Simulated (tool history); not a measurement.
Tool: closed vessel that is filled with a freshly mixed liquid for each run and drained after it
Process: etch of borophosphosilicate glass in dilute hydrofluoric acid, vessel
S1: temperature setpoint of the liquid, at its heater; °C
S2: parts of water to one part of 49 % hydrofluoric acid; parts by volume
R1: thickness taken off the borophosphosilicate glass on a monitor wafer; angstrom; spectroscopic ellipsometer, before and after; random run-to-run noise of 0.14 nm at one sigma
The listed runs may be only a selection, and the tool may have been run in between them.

run 1 hour=0.0 | S1=23.0 S2=165 time_in_the_liquid_(s)=130 | R1=238.71
run 2 hour=6.6 | S1=21.0 S2=175 time_in_the_liquid_(s)=130 | R1=208.06
run 3 hour=11.6 | S1=17.5 S2=175 time_in_the_liquid_(s)=130 | R1=177.80
run 4 hour=19.9 | S1=17.5 S2=175 time_in_the_liquid_(s)=140 | R1=192.74
run 5 hour=21.5 | S1=17.5 S2=185 time_in_the_liquid_(s)=140 | R1=179.75
run 6 hour=24.4 | S1=20.0 S2=185 time_in_the_liquid_(s)=140 | R1=198.85
run 7 hour=30.4 | S1=19.0 S2=190 time_in_the_liquid_(s)=140 | R1=185.04
run 8 hour=31.1 | S1=18.5 S2=195 time_in_the_liquid_(s)=140 | R1=177.09
run 9 hour=36.6 | S1=18.0 S2=200 time_in_the_liquid_(s)=140 | R1=169.64

What will run 10 give?
run 10 hour=42.1 | S1=17.5 S2=200 time_in_the_liquid_(s)=140 | R1=?

R1: 164.26 angstrom
